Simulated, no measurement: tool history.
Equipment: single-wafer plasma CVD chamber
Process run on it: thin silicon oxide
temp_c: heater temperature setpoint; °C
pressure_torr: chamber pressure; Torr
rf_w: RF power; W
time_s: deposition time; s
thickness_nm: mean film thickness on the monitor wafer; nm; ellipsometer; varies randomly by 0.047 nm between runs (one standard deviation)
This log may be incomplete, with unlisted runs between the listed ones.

run	hour	temp_c	pressure_torr	rf_w	time_s	thickness_nm
1	0	425	0.644	290	8.27	12.489
2	5.7	425	0.73	290	8.27	13.525
3	13	425	0.73	320	8.27	13.875
4	16	425	0.703	320	8.27	13.508
5	23.2	425	0.679	320	8.27	13.184
6	25.4	425	0.679	285	8.27	12.855
7	31	425	0.66	285	8.27	12.432
8	33.9	425	0.66	285	8.27	12.553

Run 9, settings as shown, results not yet in. Your forecast:
# hour 42.8: capacitance manometer re-zeroed and calibrated
9	42.8	425	0.644	285	8.27	?

thickness_nm: 11.989 nm

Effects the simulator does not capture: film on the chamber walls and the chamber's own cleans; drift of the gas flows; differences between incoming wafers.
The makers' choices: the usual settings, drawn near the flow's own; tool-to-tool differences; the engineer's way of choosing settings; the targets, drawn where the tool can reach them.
